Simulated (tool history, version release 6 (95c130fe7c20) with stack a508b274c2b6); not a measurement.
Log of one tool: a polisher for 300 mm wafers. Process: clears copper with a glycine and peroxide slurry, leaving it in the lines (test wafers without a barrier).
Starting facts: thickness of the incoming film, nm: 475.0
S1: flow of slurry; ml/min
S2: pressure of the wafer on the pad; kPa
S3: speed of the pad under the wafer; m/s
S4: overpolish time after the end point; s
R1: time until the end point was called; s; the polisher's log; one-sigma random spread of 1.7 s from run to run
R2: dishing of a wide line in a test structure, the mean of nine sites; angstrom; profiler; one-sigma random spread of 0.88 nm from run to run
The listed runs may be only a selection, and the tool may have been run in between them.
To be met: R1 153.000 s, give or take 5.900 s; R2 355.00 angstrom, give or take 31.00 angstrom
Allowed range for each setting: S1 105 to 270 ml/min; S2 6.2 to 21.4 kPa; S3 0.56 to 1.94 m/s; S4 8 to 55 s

{"run": 1, "hour": 0.0, "S1": 175, "S2": 13.8, "S3": 1.24, "S4": 28, "R1": 83.228, "R2": 436.69}
{"run": 2, "hour": 5.9, "S1": 175, "S2": 13.8, "S3": 1.5, "S4": 28, "R1": 71.481, "R2": 404.56}
{"run": 3, "hour": 7.4, "S1": 135, "S2": 13.8, "S3": 1.5, "S4": 28, "R1": 73.043, "R2": 408.46}
{"run": 4, "hour": 14.7, "S1": 150, "S2": 13.8, "S3": 1.5, "S4": 28, "R1": 73.494, "R2": 421.47}
{"run": 5, "hour": 17.0, "S1": 150, "S2": 13.1, "S3": 1.44, "S4": 25, "R1": 77.27, "R2": 401.01}
{"run": 6, "hour": 21.3, "S1": 150, "S2": 13.1, "S3": 1.6, "S4": 25, "R1": 71.884, "R2": 410.28}
{"run": 7, "hour": 24.4, "S1": 145, "S2": 12.4, "S3": 1.52, "S4": 23, "R1": 80.355, "R2": 420.98}
{"run": 8, "hour": 32.5, "S1": 140, "S2": 11.7, "S3": 1.44, "S4": 21, "R1": 86.265, "R2": 372.46}
{"run": 9, "hour": 39.9, "S1": 140, "S2": 11.0, "S3": 1.38, "S4": 22, "R1": 93.482, "R2": 368.34}
{"run": 10, "hour": 46.5, "S1": 130, "S2": 6.9, "S3": 1.02, "S4": 28, "R1": 164.98, "R2": 355.42}

Which of these 4 next moves meets every target?
{"run": "A", "hour": 53.1, "S1": 140, "S2": 8.3, "S3": 0.76, "S4": 29, "R1": "?", "R2": "?"}
{"run": "B", "hour": 53.1, "S1": 120, "S2": 6.9, "S3": 1.06, "S4": 26, "R1": "?", "R2": "?"}
{"run": "C", "hour": 53.1, "S1": 140, "S2": 6.9, "S3": 1.1, "S4": 29, "R1": "?", "R2": "?"}
{"run": "D", "hour": 53.1, "S1": 125, "S2": 6.9, "S3": 1.0, "S4": 30, "R1": "?", "R2": "?"}

move=A R1=175.060 R2=359.27
move=B R1=162.130 R2=340.43
move=C R1=155.610 R2=365.12
move=D R1=167.470 R2=363.65
A: misses by more than the last run did
B: moves toward the targets from the last run without getting all of them in spec
C: all results land within tolerance of their targets
D: misses by more than the last run did
The right move is C.
